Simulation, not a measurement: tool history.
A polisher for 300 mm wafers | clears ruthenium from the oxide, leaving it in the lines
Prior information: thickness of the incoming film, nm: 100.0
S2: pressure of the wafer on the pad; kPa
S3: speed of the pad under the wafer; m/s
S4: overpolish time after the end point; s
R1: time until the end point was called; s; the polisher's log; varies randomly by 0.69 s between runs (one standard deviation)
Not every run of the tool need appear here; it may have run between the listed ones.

run 1 hour=0 | flow_of_slurry_(ml/min)=205 S2=9.7 S3=1.12 S4=13 | R1=97.371
run 2 hour=5.5 | flow_of_slurry_(ml/min)=205 S2=10.3 S3=1.12 S4=13 | R1=93.23
run 3 hour=9.1 | flow_of_slurry_(ml/min)=205 S2=11 S3=1.12 S4=13 | R1=89.118
run 4 hour=15.1 | flow_of_slurry_(ml/min)=165 S2=11 S3=1.12 S4=13 | R1=91.101
run 5 hour=21.4 | flow_of_slurry_(ml/min)=170 S2=11 S3=1.12 S4=13 | R1=88.498
run 6 hour=28 | flow_of_slurry_(ml/min)=200 S2=11 S3=1.12 S4=13 | R1=88.695

Predict the results of run 7:
run 7 hour=29.1 | flow_of_slurry_(ml/min)=200 S2=11.7 S3=1.12 S4=13 | R1=?

For run 7 the tool returned R1 85.149 s.
